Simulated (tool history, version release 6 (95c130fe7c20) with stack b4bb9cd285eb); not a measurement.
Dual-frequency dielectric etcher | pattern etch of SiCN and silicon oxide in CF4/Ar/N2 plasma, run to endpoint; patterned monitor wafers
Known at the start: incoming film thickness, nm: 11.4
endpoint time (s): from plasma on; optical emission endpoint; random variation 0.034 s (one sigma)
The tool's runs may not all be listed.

{"run": 1, "hour": 0.0, "source power (W)": 450, "bias power (W)": 84, "Ar flow (sccm)": 98, "CF4 flow (sccm)": 68, "endpoint time (s)": 12.295}
{"run": 2, "hour": 6.9, "source power (W)": 450, "bias power (W)": 84, "Ar flow (sccm)": 98, "CF4 flow (sccm)": 75, "endpoint time (s)": 12.083}
{"run": 3, "hour": 8.9, "source power (W)": 450, "bias power (W)": 91, "Ar flow (sccm)": 98, "CF4 flow (sccm)": 75, "endpoint time (s)": 11.683}
{"run": 4, "hour": 11.0, "source power (W)": 470, "bias power (W)": 91, "Ar flow (sccm)": 98, "CF4 flow (sccm)": 75, "endpoint time (s)": 11.146}
{"run": 5, "hour": 19.5, "source power (W)": 470, "bias power (W)": 82, "Ar flow (sccm)": 98, "CF4 flow (sccm)": 75, "endpoint time (s)": 11.647}
{"run": 6, "hour": 24.0, "source power (W)": 470, "bias power (W)": 95, "Ar flow (sccm)": 98, "CF4 flow (sccm)": 75, "endpoint time (s)": 10.891}

Run 7 comes next. What will it give?
{"run": 7, "hour": 30.7, "source power (W)": 480, "bias power (W)": 95, "Ar flow (sccm)": 98, "CF4 flow (sccm)": 75, "endpoint time (s)": "?"}

Run 7 gave endpoint time (s) 10.648.
